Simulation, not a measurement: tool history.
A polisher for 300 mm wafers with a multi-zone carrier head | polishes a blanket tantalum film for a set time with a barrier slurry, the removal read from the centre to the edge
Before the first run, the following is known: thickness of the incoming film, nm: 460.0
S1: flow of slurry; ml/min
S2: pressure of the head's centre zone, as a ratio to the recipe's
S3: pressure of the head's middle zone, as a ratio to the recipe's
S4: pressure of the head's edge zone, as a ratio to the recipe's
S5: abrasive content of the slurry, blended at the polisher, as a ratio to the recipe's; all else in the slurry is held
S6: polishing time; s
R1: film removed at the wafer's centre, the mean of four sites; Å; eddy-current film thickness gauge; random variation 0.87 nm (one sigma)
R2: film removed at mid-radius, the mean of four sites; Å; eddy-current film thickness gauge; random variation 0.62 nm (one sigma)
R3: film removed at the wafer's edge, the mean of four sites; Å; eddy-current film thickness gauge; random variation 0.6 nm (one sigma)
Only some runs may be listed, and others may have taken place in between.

run,hour,S1,S2,S3,S4,S5,S6,R1,R2,R3
1,0,285,1,1,1,1,46,786.79,810.96,755.61
2,3.5,285,1.01,0.98,0.99,1,46,781.54,793.67,746.04
3,10.2,285,1.02,0.96,0.98,1,46,799.46,781.54,747.56
4,11.4,230,1.02,0.96,0.98,1,46,775.7,767.74,743.92
5,17.2,230,1.08,0.96,0.98,1,46,823.43,774.37,730.16
6,24.9,230,1.08,0.96,0.98,1,37,658.49,614.69,588.31
# hour 32.8: edge zone pressure recalibrated
7,32.8,235,1.09,0.96,1,1,37,673.57,615.27,623.48

Estimate the outcome of run 8 from the log above:
8,38.5,240,1.1,0.96,1,1,37,?,?,?

{"run 8": {"R1": 673.7, "R2": 626.09, "R3": 611.64}}

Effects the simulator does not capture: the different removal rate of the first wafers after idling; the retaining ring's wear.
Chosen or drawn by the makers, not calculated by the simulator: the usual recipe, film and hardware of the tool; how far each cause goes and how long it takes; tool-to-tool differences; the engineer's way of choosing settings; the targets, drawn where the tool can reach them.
